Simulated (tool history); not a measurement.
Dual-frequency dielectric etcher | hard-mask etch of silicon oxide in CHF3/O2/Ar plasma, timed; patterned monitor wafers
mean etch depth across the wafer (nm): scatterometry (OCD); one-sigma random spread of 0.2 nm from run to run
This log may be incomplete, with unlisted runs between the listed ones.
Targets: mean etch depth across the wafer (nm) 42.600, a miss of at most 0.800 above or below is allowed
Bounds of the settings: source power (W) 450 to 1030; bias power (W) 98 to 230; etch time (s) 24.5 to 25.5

run,hour,source power (W),bias power (W),etch time (s),mean etch depth across the wafer (nm)
1,0.0,740,164,24.5,47.736
2,8.5,740,164,25.5,49.830
3,12.8,670,160,25.5,47.109
4,14.5,670,132,25.5,44.554
5,22.0,650,131,25.5,44.406
6,28.0,750,131,25.5,47.183
7,35.5,710,130,25.5,45.832
8,43.5,680,129,25.5,44.791
9,47.3,660,128,25.5,44.202
10,50.2,650,127,25.5,43.621

Which of these 4 next moves meets every target?
A,53.1,710,127,25.0,?
B,53.1,720,122,25.0,?
C,53.1,630,139,25.5,?
D,53.1,580,137,25.5,?

move,mean etch depth across the wafer (nm)
A,44.614
B,44.376
C,44.299
D,42.485
A: misses by more than the last run did
B: misses by more than the last run did
C: misses by more than the last run did
D: every result within its allowed miss
D meets every target.
